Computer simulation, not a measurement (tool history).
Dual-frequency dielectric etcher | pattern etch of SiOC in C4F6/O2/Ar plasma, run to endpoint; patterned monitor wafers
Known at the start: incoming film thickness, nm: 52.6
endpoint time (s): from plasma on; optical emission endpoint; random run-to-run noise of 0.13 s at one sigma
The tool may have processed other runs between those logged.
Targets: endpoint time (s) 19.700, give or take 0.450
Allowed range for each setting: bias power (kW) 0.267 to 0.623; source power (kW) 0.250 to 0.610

| run | hour | bias power (kW) | source power (kW) | endpoint time (s) |
|---|---|---|---|---|
| 1 | 0.0 | 0.445 | 0.430 | 16.622 |
| 2 | 1.5 | 0.412 | 0.430 | 16.994 |
| 3 | 6.8 | 0.399 | 0.420 | 17.415 |
| 4 | 12.1 | 0.464 | 0.420 | 16.558 |
| 5 | 18.1 | 0.464 | 0.380 | 17.224 |
| 6 | 21.8 | 0.464 | 0.440 | 16.330 |
| 7 | 27.1 | 0.447 | 0.430 | 16.540 |
| 8 | 33.3 | 0.431 | 0.420 | 16.968 |
| 9 | 35.6 | 0.417 | 0.410 | 17.128 |
| 10 | 39.6 | 0.404 | 0.400 | 17.531 |
| 11 | 48.5 | 0.393 | 0.390 | 17.675 |
| 12 | 52.4 | 0.393 | 0.390 | 17.668 |
| 13 | 59.7 | 0.382 | 0.380 | 18.072 |
| 14 | 61.0 | 0.373 | 0.380 | 18.150 |
| 15 | 62.3 | 0.364 | 0.380 | 18.415 |

Which of these 5 next moves meets every target?
| A | 63.6 | 0.409 | 0.410 | ? |
| B | 63.6 | 0.384 | 0.400 | ? |
| C | 63.6 | 0.351 | 0.420 | ? |
| D | 63.6 | 0.420 | 0.450 | ? |
| E | 63.6 | 0.311 | 0.340 | ? |

| move | endpoint time (s) |
|---|---|
| A | 17.285 |
| B | 17.723 |
| C | 17.949 |
| D | 16.724 |
| E | 19.615 |
A: further off than the last run
B: further off than the last run
C: further off than the last run
D: further off than the last run
E: all results land within tolerance of their targets
The right move is E.
